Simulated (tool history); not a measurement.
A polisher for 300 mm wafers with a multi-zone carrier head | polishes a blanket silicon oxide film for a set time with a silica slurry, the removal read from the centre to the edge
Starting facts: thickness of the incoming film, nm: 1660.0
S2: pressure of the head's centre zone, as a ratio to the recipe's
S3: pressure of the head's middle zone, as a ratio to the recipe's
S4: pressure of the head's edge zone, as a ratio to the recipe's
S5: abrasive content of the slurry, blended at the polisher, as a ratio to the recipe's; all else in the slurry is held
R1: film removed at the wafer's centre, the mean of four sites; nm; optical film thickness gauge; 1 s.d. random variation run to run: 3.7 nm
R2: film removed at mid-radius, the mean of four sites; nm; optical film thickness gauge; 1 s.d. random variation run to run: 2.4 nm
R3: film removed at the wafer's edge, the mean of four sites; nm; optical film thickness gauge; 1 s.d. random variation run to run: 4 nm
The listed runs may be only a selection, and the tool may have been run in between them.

{"run": 1, "hour": 0.0, "flow of slurry (ml/min)": 275, "S2": 1, "S3": 1, "S4": 1, "S5": 1, "polishing time (s)": 54, "R1": 261.31, "R2": 269.84, "R3": 272.09}
{"run": 2, "hour": 6.1, "flow of slurry (ml/min)": 275, "S2": 1, "S3": 1, "S4": 1.04, "S5": 1, "polishing time (s)": 54, "R1": 266.12, "R2": 275.33, "R3": 279.52}
{"run": 3, "hour": 13.7, "flow of slurry (ml/min)": 275, "S2": 1, "S3": 1, "S4": 1.04, "S5": 0.9, "polishing time (s)": 54, "R1": 257.44, "R2": 265.92, "R3": 269.6}
{"run": 4, "hour": 21.6, "flow of slurry (ml/min)": 230, "S2": 1, "S3": 1, "S4": 1.04, "S5": 0.9, "polishing time (s)": 54, "R1": 252.48, "R2": 254.7, "R3": 260.85}
{"run": 5, "hour": 26.6, "flow of slurry (ml/min)": 270, "S2": 1, "S3": 1, "S4": 1.04, "S5": 0.9, "polishing time (s)": 54, "R1": 256.35, "R2": 261.6, "R3": 263.27}
{"run": 6, "hour": 34.4, "flow of slurry (ml/min)": 270, "S2": 1, "S3": 1, "S4": 0.96, "S5": 0.9, "polishing time (s)": 54, "R1": 249.18, "R2": 261.88, "R3": 259.01}
{"run": 7, "hour": 37.9, "flow of slurry (ml/min)": 280, "S2": 1.02, "S3": 1, "S4": 0.99, "S5": 1, "polishing time (s)": 54, "R1": 272.14, "R2": 274.96, "R3": 273.74}

Forecast run 8:
{"run": 8, "hour": 45.6, "flow of slurry (ml/min)": 290, "S2": 1.03, "S3": 1, "S4": 1.02, "S5": 1.05, "polishing time (s)": 54, "R1": "?", "R2": "?", "R3": "?"}

{"run 8": {"R1": 287.29, "R2": 279.79, "R3": 281.22}}
